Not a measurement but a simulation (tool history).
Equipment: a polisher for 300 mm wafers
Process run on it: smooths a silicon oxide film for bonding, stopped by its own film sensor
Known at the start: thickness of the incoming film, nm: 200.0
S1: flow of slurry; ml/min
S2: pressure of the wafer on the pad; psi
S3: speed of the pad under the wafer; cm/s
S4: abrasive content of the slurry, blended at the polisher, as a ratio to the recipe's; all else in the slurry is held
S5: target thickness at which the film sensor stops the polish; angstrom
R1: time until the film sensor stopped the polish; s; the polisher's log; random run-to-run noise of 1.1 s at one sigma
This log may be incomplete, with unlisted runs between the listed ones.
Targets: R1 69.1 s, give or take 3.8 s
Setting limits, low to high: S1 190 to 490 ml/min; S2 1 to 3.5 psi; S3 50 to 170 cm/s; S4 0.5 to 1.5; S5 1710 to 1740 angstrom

| run | hour | S1 | S2 | S3 | S4 | S5 | R1 |
|---|---|---|---|---|---|---|---|
| 1 | 0 | 315 | 2.2 | 110 | 1 | 1710 | 40.73 |
| 2 | 3.9 | 315 | 2.2 | 110 | 1 | 1740 | 35.644 |
| 3 | 4.6 | 315 | 2.6 | 110 | 1 | 1740 | 31.292 |
| 4 | 13.5 | 315 | 2.4 | 106 | 1 | 1740 | 32.617 |
| 5 | 16 | 315 | 2.2 | 104 | 0.95 | 1740 | 37.316 |
| 6 | 20.1 | 315 | 2.2 | 104 | 0.75 | 1740 | 40.24 |
| 7 | 28.8 | 315 | 1.6 | 96 | 0.75 | 1740 | 54.317 |
| 8 | 33.6 | 315 | 1.5 | 96 | 0.75 | 1740 | 58.702 |
| 9 | 38 | 315 | 1.3 | 94 | 0.75 | 1740 | 63.286 |

4 candidate next runs follow, results not yet known. Just one meets every target within its allowed miss. Identify it.
| A | 42.4 | 360 | 1.5 | 98 | 0.65 | 1740 | ? |
| B | 42.4 | 440 | 1.7 | 98 | 0.55 | 1740 | ? |
| C | 42.4 | 310 | 1.5 | 74 | 0.8 | 1740 | ? |
| D | 42.4 | 335 | 1.4 | 92 | 0.85 | 1740 | ? |

| move | R1 |
|---|---|
| A | 56.862 |
| B | 54.93 |
| C | 66.509 |
| D | 56.943 |
A: further off than the last run
B: further off than the last run
C: every result lands within tolerance
D: further off than the last run
Go with C: it meets all targets.
